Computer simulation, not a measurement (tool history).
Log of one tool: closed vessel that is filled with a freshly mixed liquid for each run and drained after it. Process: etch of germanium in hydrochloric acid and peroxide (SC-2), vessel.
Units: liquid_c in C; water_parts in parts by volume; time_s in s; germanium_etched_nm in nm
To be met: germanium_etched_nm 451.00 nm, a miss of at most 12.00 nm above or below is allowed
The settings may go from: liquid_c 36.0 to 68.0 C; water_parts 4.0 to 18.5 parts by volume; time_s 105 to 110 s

run 1 hour=0.0 | liquid_c=52.0 water_parts=10.5 time_s=105 | germanium_etched_nm=334.57
run 2 hour=3.2 | liquid_c=52.0 water_parts=12.5 time_s=105 | germanium_etched_nm=325.75
run 3 hour=4.4 | liquid_c=52.0 water_parts=14.0 time_s=105 | germanium_etched_nm=319.53
run 4 hour=7.4 | liquid_c=52.0 water_parts=12.5 time_s=105 | germanium_etched_nm=326.79
run 5 hour=16.1 | liquid_c=52.0 water_parts=13.5 time_s=105 | germanium_etched_nm=325.47
run 6 hour=17.6 | liquid_c=52.0 water_parts=13.5 time_s=105 | germanium_etched_nm=329.37
run 7 hour=19.2 | liquid_c=54.0 water_parts=13.5 time_s=105 | germanium_etched_nm=343.91
run 8 hour=22.7 | liquid_c=56.0 water_parts=13.5 time_s=105 | germanium_etched_nm=361.80
run 9 hour=24.3 | liquid_c=57.5 water_parts=13.5 time_s=105 | germanium_etched_nm=383.31

Next run, 4 choices. One meets every target within its allowed miss, the rest don't. Which?
run A hour=25.9 | liquid_c=52.5 water_parts=13.0 time_s=105 | germanium_etched_nm=?
run B hour=25.9 | liquid_c=60.5 water_parts=12.0 time_s=110 | germanium_etched_nm=?
run C hour=25.9 | liquid_c=67.0 water_parts=13.0 time_s=105 | germanium_etched_nm=?
run D hour=25.9 | liquid_c=56.0 water_parts=4.5 time_s=105 | germanium_etched_nm=?

move=A germanium_etched_nm=327.85
move=B germanium_etched_nm=440.48
move=C germanium_etched_nm=499.50
move=D germanium_etched_nm=393.88
A: misses by more than the last run did
B: all results in spec
C: pushes the last run's worst result past its target
D: closer than the last run, but not yet in spec
Answer: B

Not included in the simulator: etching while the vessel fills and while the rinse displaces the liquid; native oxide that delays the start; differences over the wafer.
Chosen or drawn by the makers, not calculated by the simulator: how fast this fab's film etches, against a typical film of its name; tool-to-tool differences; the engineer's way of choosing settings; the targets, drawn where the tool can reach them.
